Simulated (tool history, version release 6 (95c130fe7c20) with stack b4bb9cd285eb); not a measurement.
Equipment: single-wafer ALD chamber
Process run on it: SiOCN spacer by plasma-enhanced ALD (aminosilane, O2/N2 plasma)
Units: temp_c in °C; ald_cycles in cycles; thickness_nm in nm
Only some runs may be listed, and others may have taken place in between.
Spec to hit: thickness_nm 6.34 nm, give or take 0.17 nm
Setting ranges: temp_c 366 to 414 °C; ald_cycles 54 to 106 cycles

run  hour  temp_c  ald_cycles  thickness_nm
  1     0     390          80        5.2726
  2   1.4     390          74        4.9057
  3   8.9     398          74        4.8222
  4  14.3     406          74        4.6983
     19.5  -- thermocouple changed; heater temperature recalibrated
  5  19.5     406          64        4.1143
  6  23.1     404          70        4.5396
  7  27.3     403          75        4.8444
  8  30.2     402          79        5.1611

Exactly one of the 5 candidate moves below puts every result within its allowed miss. Which one?
  A  33.1     406          93             ?
  B  33.1     409          99             ?
  C  33.1     399          91             ?
  D  33.1     400          91             ?
  E  33.1     397          88             ?

move  thickness_nm
   A        5.9957
   B        6.3153
   C        6.0107
   D        5.9902
   E        5.8171
A: gains on the last run, yet a result remains outside its allowed miss
B: every result within its allowed miss
C: gains on the last run, yet a result remains outside its allowed miss
D: gains on the last run, yet a result remains outside its allowed miss
E: gains on the last run, yet a result remains outside its allowed miss
Go with B: it meets all targets.

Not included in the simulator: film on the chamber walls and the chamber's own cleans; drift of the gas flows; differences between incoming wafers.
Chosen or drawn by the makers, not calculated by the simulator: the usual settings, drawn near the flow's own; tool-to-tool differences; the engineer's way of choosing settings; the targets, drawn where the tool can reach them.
